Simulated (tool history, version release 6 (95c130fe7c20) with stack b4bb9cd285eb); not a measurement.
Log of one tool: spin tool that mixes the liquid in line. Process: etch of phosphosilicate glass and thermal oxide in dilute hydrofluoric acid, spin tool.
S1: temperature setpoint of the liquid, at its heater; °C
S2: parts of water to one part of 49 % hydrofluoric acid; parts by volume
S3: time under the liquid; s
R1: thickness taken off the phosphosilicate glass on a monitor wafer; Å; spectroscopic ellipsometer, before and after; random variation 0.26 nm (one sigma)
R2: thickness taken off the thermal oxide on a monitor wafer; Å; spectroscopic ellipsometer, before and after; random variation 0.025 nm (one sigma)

run 1 hour=0 | S1=25 S2=100 S3=30 | R1=455.63 R2=14.791
run 2 hour=0.6 | S1=25 S2=100 S3=40 | R1=607.01 R2=19.606
run 3 hour=4.8 | S1=25 S2=130 S3=40 | R1=449.88 R2=13.932
run 4 hour=8.9 | S1=24 S2=130 S3=40 | R1=432.63 R2=13.965
run 5 hour=13 | S1=23.5 S2=135 S3=40 | R1=407.14 R2=13.558
run 6 hour=17.7 | S1=23.5 S2=140 S3=40 | R1=390.11 R2=13.047
run 7 hour=20.9 | S1=23.5 S2=145 S3=40 | R1=374.79 R2=12.04

Forecast run 8:
run 8 hour=26.3 | S1=19.5 S2=145 S3=40 | R1=? R2=?

Run 8 gave R1 319.95 Å, R2 10.351 Å.
